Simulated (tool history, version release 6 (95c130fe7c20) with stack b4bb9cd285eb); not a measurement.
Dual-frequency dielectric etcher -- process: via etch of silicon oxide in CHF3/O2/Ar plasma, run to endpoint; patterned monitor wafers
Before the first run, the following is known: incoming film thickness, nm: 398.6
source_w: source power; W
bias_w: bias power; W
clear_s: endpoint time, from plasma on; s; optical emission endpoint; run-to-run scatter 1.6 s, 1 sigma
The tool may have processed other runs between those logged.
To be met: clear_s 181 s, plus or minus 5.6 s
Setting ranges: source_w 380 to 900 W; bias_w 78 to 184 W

run	hour	source_w	bias_w	clear_s
1	0	640	131	205.59
2	5.7	750	131	197.57
3	13.3	770	135	194.43
4	21.8	680	135	201.01
5	25.7	700	139	198.85
6	28.6	700	124	200.92
7	34.5	740	129	198.11
8	38.8	770	133	194.75
9	39.5	790	136	191.74
10	45	810	138	189.22
11	46	820	140	188.98

5 next moves are on the table. One of them brings every result within its allowed miss. Which?
A	47	710	145	?
B	47	890	153	?
C	47	690	143	?
D	47	770	123	?
E	47	690	139	?

move	clear_s
A	195.33
B	180.95
C	197.49
D	198.22
E	198.8
A: the biggest miss grows against the last run
B: meets every target
C: the biggest miss grows against the last run
D: the biggest miss grows against the last run
E: the biggest miss grows against the last run
Correct choice: B, which meets every target
